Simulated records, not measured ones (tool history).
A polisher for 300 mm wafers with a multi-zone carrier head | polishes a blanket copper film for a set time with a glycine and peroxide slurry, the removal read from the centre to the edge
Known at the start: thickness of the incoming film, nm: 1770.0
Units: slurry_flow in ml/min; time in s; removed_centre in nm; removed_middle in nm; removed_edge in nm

run 1 day=0 | slurry_flow=165 centre_zone=1 middle_zone=1 edge_zone=1 time=60 | removed_centre=428.52 removed_middle=427.56 removed_edge=429.72
run 2 day=0.038 | slurry_flow=165 centre_zone=1 middle_zone=1 edge_zone=1 time=65 | removed_centre=469.6 removed_middle=454.17 removed_edge=448.78
run 3 day=0.246 | slurry_flow=165 centre_zone=0.93 middle_zone=1 edge_zone=1 time=65 | removed_centre=430.1 removed_middle=461.13 removed_edge=458.25
run 4 day=0.583 | slurry_flow=165 centre_zone=0.85 middle_zone=1 edge_zone=1 time=65 | removed_centre=398.71 removed_middle=461.83 removed_edge=456.16
run 5 day=0.633 | slurry_flow=165 centre_zone=0.85 middle_zone=1 edge_zone=1 time=58 | removed_centre=353.95 removed_middle=407.07 removed_edge=409.06
run 6 day=0.933 | slurry_flow=165 centre_zone=0.85 middle_zone=1.04 edge_zone=1 time=58 | removed_centre=352.46 removed_middle=424.54 removed_edge=403.52
run 7 day=1.275 | slurry_flow=165 centre_zone=0.88 middle_zone=1.02 edge_zone=0.99 time=58 | removed_centre=362.61 removed_middle=416.1 removed_edge=402.07
run 8 day=1.425 | slurry_flow=165 centre_zone=0.9 middle_zone=1.01 edge_zone=0.98 time=58 | removed_centre=371.84 removed_middle=416.38 removed_edge=410.22
run 9 day=1.692 | slurry_flow=165 centre_zone=0.93 middle_zone=1 edge_zone=0.98 time=58 | removed_centre=395.71 removed_middle=408.95 removed_edge=403.92
run 10 day=2.029 | slurry_flow=165 centre_zone=0.94 middle_zone=0.99 edge_zone=0.98 time=58 | removed_centre=395.46 removed_middle=402.11 removed_edge=403.05
run 11 day=2.167 | slurry_flow=165 centre_zone=0.95 middle_zone=0.98 edge_zone=0.98 time=58 | removed_centre=397.12 removed_middle=407.33 removed_edge=405.08

The next listed run, before its measurement:
run 12 day=2.475 | slurry_flow=165 centre_zone=0.96 middle_zone=0.97 edge_zone=0.98 time=58 | removed_centre=? removed_middle=? removed_edge=?

{"run 12": {"removed_centre": 399.64, "removed_middle": 407.76, "removed_edge": 403.58}}

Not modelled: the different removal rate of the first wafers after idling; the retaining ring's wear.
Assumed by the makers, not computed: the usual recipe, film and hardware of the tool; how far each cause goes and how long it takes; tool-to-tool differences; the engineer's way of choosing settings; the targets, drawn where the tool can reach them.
